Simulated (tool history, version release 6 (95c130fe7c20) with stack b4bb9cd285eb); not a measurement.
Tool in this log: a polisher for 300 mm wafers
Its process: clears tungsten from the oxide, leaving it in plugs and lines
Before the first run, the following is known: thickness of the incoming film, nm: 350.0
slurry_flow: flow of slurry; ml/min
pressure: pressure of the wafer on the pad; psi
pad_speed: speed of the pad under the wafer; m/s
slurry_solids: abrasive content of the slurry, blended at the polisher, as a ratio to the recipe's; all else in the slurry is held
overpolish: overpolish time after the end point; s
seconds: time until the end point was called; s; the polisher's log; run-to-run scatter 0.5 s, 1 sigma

run	day	slurry_flow	pressure	pad_speed	slurry_solids	overpolish	seconds
1	0	140	2.9	1.26	1	26	95.934
2	0.321	140	2.9	1.26	1	28	98.259
3	0.5	145	3.3	1.28	1	28	82.07
4	0.529	150	3.6	1.28	1	28	76.113
5	0.7	150	3.8	1.32	1	28	71.735
6	1.046	155	4	1.38	1	28	64.096
7	1.071	160	4.1	1.42	1	28	61.194

What will run 8 give?
8	1.438	160	4.2	1.46	1	28	?

{"run 8": {"seconds": 58.426}}
